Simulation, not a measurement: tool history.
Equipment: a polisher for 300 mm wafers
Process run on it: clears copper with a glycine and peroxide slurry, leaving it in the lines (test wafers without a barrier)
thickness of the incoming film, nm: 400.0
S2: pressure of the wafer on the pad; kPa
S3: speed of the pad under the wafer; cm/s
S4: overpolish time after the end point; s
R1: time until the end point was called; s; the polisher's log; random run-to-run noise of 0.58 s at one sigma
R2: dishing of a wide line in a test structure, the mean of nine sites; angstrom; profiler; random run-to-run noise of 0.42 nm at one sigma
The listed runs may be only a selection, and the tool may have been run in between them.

{"run": 1, "hour": 0.0, "flow of slurry (ml/min)": 260, "S2": 13.8, "S3": 108, "S4": 9, "R1": 95.437, "R2": 265.57}
{"run": 2, "hour": 4.5, "flow of slurry (ml/min)": 260, "S2": 14.5, "S3": 110, "S4": 8, "R1": 92.987, "R2": 248.76}
{"run": 3, "hour": 9.5, "flow of slurry (ml/min)": 260, "S2": 15.2, "S3": 112, "S4": 7, "R1": 87.232, "R2": 227.64}
{"run": 4, "hour": 18.1, "flow of slurry (ml/min)": 260, "S2": 13.1, "S3": 112, "S4": 7, "R1": 97.887, "R2": 202.86}
{"run": 5, "hour": 23.1, "flow of slurry (ml/min)": 260, "S2": 13.8, "S3": 114, "S4": 6, "R1": 92.271, "R2": 187.83}
{"run": 6, "hour": 29.7, "flow of slurry (ml/min)": 260, "S2": 13.8, "S3": 114, "S4": 8, "R1": 92.787, "R2": 248.07}
{"run": 7, "hour": 31.5, "flow of slurry (ml/min)": 260, "S2": 14.5, "S3": 114, "S4": 7, "R1": 89.768, "R2": 225.71}
{"run": 8, "hour": 33.5, "flow of slurry (ml/min)": 270, "S2": 15.2, "S3": 116, "S4": 6, "R1": 84.063, "R2": 194.17}

Run 9, settings as shown, results not yet in. Your forecast:
{"run": 9, "hour": 39.1, "flow of slurry (ml/min)": 305, "S2": 19.3, "S3": 118, "S4": 4, "R1": "?", "R2": "?"}

{"run 9": {"R1": 67.406, "R2": 177.86}}

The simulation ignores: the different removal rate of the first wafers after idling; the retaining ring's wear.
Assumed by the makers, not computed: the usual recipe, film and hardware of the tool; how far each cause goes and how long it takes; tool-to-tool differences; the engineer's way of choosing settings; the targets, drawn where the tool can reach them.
